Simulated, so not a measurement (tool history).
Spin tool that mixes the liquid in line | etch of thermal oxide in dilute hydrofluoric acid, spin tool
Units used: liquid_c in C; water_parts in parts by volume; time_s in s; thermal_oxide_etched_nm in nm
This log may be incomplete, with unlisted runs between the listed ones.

run	hour	liquid_c	water_parts	time_s	thermal_oxide_etched_nm
1	0.0	22.0	200	280	5.7740
2	3.1	22.0	175	280	6.7630
3	9.4	21.0	190	280	5.8379
4	11.7	21.0	190	300	6.2718
5	17.4	19.0	190	300	5.6933
6	21.6	18.5	200	300	5.3428
7	28.2	18.0	210	300	4.8452
8	32.9	18.0	215	300	4.7910
9	33.6	18.0	220	300	4.6396

Run 10, settings as shown, results not yet in. Your forecast:
10	37.8	18.0	225	300	?

Run 10 came out at thermal_oxide_etched_nm 4.5242 nm.

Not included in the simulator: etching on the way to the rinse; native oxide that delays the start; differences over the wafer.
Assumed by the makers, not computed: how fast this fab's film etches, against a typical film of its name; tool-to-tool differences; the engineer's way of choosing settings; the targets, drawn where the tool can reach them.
